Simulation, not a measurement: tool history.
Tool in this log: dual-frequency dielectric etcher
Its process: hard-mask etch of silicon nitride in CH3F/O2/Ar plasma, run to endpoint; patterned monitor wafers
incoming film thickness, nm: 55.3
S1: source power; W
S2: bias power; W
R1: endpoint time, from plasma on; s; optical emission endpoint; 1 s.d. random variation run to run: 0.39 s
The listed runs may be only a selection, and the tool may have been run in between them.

run 1 hour=0.0 | S1=300 S2=100 | R1=74.489
run 2 hour=2.9 | S1=260 S2=100 | R1=78.729
run 3 hour=6.7 | S1=260 S2=107 | R1=75.718
run 4 hour=13.0 | S1=260 S2=119 | R1=72.617
run 5 hour=19.7 | S1=230 S2=119 | R1=74.753
run 6 hour=27.0 | S1=220 S2=113 | R1=77.770
run 7 hour=28.0 | S1=210 S2=109 | R1=80.190

Expected results for the next run?
run 8 hour=36.1 | S1=200 S2=106 | R1=?

R1: 82.034 s
